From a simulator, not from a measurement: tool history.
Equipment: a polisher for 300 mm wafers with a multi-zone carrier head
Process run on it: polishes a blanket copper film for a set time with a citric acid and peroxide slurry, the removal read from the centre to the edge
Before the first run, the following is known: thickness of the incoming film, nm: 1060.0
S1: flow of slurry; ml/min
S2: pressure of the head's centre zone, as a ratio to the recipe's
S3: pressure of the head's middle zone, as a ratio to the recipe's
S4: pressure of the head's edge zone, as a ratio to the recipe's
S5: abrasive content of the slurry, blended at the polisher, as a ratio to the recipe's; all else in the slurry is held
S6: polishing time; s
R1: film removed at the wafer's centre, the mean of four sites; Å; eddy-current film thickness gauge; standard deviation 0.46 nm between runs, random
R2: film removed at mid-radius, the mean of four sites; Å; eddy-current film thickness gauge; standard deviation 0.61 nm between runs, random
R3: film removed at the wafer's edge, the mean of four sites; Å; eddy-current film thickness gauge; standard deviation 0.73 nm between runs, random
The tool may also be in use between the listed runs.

run 1 hour=0.0 | S1=195 S2=1.00 S3=1.00 S4=1.00 S5=1.00 S6=62 | R1=804.57 R2=800.99 R3=795.71
run 2 hour=4.6 | S1=185 S2=0.96 S3=0.96 S4=0.99 S5=0.95 S6=62 | R1=771.76 R2=761.18 R3=791.38
run 3 hour=8.6 | S1=185 S2=0.89 S3=0.96 S4=0.99 S5=0.95 S6=62 | R1=698.74 R2=778.71 R3=800.19
run 4 hour=15.8 | S1=185 S2=0.89 S3=0.93 S4=0.99 S5=0.95 S6=62 | R1=698.46 R2=760.65 R3=799.37
run 5 hour=18.1 | S1=175 S2=0.88 S3=0.91 S4=0.97 S5=0.85 S6=62 | R1=677.12 R2=722.30 R3=758.53
run 6 hour=24.1 | S1=175 S2=0.81 S3=0.91 S4=0.97 S5=0.85 S6=62 | R1=624.95 R2=727.24 R3=769.20
run 7 hour=30.0 | S1=165 S2=0.81 S3=0.89 S4=0.96 S5=0.80 S6=62 | R1=601.57 R2=709.48 R3=755.54
run 8 hour=33.9 | S1=160 S2=0.82 S3=0.87 S4=0.95 S5=0.75 S6=62 | R1=605.36 R2=699.35 R3=729.23
run 9 hour=36.2 | S1=160 S2=0.83 S3=0.85 S4=0.97 S5=0.70 S6=61 | R1=594.26 R2=671.82 R3=738.56
run 10 hour=40.0 | S1=155 S2=0.84 S3=0.84 S4=0.96 S5=0.70 S6=61 | R1=590.47 R2=655.69 R3=713.17

Expected results for the next run?
run 11 hour=45.4 | S1=155 S2=0.85 S3=0.83 S4=0.96 S5=0.70 S6=61 | R1=? R2=? R3=?

{"run 11": {"R1": 610.6, "R2": 650.13, "R3": 727.5}}

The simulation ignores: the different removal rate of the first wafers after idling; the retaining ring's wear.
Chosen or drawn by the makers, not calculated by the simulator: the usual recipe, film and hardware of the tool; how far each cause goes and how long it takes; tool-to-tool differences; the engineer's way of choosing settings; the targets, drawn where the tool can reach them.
